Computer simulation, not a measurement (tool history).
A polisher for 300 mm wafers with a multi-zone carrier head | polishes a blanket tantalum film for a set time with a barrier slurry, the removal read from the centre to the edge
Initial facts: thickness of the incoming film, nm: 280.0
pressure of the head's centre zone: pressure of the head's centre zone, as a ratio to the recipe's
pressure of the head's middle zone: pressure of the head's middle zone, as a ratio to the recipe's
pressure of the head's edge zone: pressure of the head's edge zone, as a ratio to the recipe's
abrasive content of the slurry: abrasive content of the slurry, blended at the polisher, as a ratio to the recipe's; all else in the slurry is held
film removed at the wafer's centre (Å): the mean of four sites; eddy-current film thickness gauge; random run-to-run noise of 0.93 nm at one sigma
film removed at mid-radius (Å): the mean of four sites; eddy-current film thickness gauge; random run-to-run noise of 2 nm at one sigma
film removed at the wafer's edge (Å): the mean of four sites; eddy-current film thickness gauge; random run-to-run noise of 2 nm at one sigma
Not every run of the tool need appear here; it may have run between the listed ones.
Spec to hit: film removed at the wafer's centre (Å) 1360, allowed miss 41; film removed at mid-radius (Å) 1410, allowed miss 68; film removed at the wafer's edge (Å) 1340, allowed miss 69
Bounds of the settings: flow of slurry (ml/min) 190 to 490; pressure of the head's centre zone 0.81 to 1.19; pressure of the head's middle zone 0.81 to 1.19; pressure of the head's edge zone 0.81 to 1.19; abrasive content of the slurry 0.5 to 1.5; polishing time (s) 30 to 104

run	hour	flow of slurry (ml/min)	pressure of the head's centre zone	pressure of the head's middle zone	pressure of the head's edge zone	abrasive content of the slurry	polishing time (s)	film removed at the wafer's centre (Å)	film removed at mid-radius (Å)	film removed at the wafer's edge (Å)
1	0	315	1	1	1	1	67	982.98	984.73	958.43
2	1.8	315	1	0.96	1	1	67	974.08	943.74	936.51
3	2.4	315	1	0.96	1	1	75	1105.5	1046	1054.7
4	2.9	370	1	0.96	1	1	75	1112.3	1071.2	1086.2
5	11.5	370	1	0.96	1	1.1	75	1138	1104.7	1078
6	15.4	370	1	0.96	1	1.3	75	1194.8	1125.6	1149.9
7	21.3	375	1.01	1	1.02	1.35	75	1223.3	1173.2	1200.1
8	25.1	380	1.02	1.03	1.02	1.4	75	1234.3	1259	1202.3
9	26	380	1.03	1.04	1.04	1.4	75	1255.3	1285	1191.2
10	31.2	380	1.02	1.04	1.04	1.4	76	1249.7	1247.3	1199.4
11	32.2	380	1.01	1.05	1.04	1.4	77	1260.6	1290	1187.8
12	39.2	395	1	1.05	1.04	1.4	78	1270.7	1305.1	1209
13	41.7	395	1	1.05	1.04	1.4	78	1268.6	1287.2	1261.6
# hour 42.5: edge zone pressure recalibrated
14	42.5	400	1	1.06	1.04	1.4	78	1250.8	1313.6	1280

4 candidate next runs follow, results not yet known. Just one meets every target within its allowed miss. Identify it.
A	43.3	400	1.04	0.83	1.11	1.2	83	?	?	?
B	43.3	365	1.04	1.1	1.05	1.4	81	?	?	?
C	43.3	375	1.08	0.93	1.08	1.45	79	?	?	?
D	43.3	430	0.91	0.84	1.15	1.45	83	?	?	?

move	film removed at the wafer's centre (Å)	film removed at mid-radius (Å)	film removed at the wafer's edge (Å)
A	1372.7	1093.9	1367.5
B	1377.3	1388.1	1330.3
C	1407.4	1185.7	1330.7
D	1257.9	1158.1	1457
A: gets the furthest-off result to its target, but another result is out of tolerance
B: meets every target
C: takes the result that was furthest off past its target
D: moves away from the targets compared with the last run
The right move is B.

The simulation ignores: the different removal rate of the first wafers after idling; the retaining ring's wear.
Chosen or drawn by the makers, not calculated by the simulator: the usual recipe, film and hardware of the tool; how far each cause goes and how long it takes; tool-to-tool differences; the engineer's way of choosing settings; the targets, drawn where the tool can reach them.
